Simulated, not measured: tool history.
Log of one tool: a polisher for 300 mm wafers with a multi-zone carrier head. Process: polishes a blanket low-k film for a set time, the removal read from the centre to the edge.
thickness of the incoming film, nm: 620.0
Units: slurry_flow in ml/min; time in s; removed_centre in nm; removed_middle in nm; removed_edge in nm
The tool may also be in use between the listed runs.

{"run": 1, "hour": 0.0, "slurry_flow": 200, "centre_zone": 1, "middle_zone": 1, "edge_zone": 1, "slurry_solids": 1, "time": 57, "removed_centre": 27.581, "removed_middle": 28.104, "removed_edge": 27.708}
{"run": 2, "hour": 1.8, "slurry_flow": 200, "centre_zone": 1, "middle_zone": 1, "edge_zone": 1, "slurry_solids": 0.85, "time": 57, "removed_centre": 25.961, "removed_middle": 26.417, "removed_edge": 25.809}
{"run": 3, "hour": 5.5, "slurry_flow": 200, "centre_zone": 1, "middle_zone": 1, "edge_zone": 1, "slurry_solids": 0.95, "time": 57, "removed_centre": 27.003, "removed_middle": 27.435, "removed_edge": 27.092}
{"run": 4, "hour": 6.5, "slurry_flow": 200, "centre_zone": 1, "middle_zone": 1, "edge_zone": 1, "slurry_solids": 1.1, "time": 57, "removed_centre": 28.62, "removed_middle": 29.04, "removed_edge": 27.85}
{"run": 5, "hour": 10.2, "slurry_flow": 185, "centre_zone": 0.97, "middle_zone": 0.96, "edge_zone": 1, "slurry_solids": 1.05, "time": 57, "removed_centre": 26.813, "removed_middle": 27.289, "removed_edge": 27.423}
{"run": 6, "hour": 18.8, "slurry_flow": 175, "centre_zone": 0.95, "middle_zone": 0.93, "edge_zone": 1.01, "slurry_solids": 1, "time": 57, "removed_centre": 25.525, "removed_middle": 26.24, "removed_edge": 27.125}
{"run": 7, "hour": 24.1, "slurry_flow": 165, "centre_zone": 0.94, "middle_zone": 0.9, "edge_zone": 1.02, "slurry_solids": 0.95, "time": 57, "removed_centre": 24.604, "removed_middle": 24.495, "removed_edge": 26.395}
{"run": 8, "hour": 30.6, "slurry_flow": 155, "centre_zone": 0.92, "middle_zone": 0.88, "edge_zone": 1.02, "slurry_solids": 0.95, "time": 57, "removed_centre": 23.792, "removed_middle": 23.582, "removed_edge": 25.983}
{"run": 9, "hour": 35.8, "slurry_flow": 150, "centre_zone": 0.91, "middle_zone": 0.87, "edge_zone": 1.03, "slurry_solids": 0.95, "time": 57, "removed_centre": 23.49, "removed_middle": 23.482, "removed_edge": 26.148}
{"run": 10, "hour": 37.2, "slurry_flow": 145, "centre_zone": 0.9, "middle_zone": 0.86, "edge_zone": 1.03, "slurry_solids": 0.95, "time": 57, "removed_centre": 22.896, "removed_middle": 22.647, "removed_edge": 26.166}
{"run": 11, "hour": 45.9, "slurry_flow": 140, "centre_zone": 0.89, "middle_zone": 0.86, "edge_zone": 1.03, "slurry_solids": 0.95, "time": 57, "removed_centre": 22.352, "removed_middle": 22.727, "removed_edge": 26.291}

Run 12 comes next. What will it give?
{"run": 12, "hour": 47.3, "slurry_flow": 135, "centre_zone": 0.89, "middle_zone": 0.86, "edge_zone": 1.02, "slurry_solids": 0.95, "time": 57, "removed_centre": "?", "removed_middle": "?", "removed_edge": "?"}

{"run 12": {"removed_centre": 22.466, "removed_middle": 22.871, "removed_edge": 25.251}}
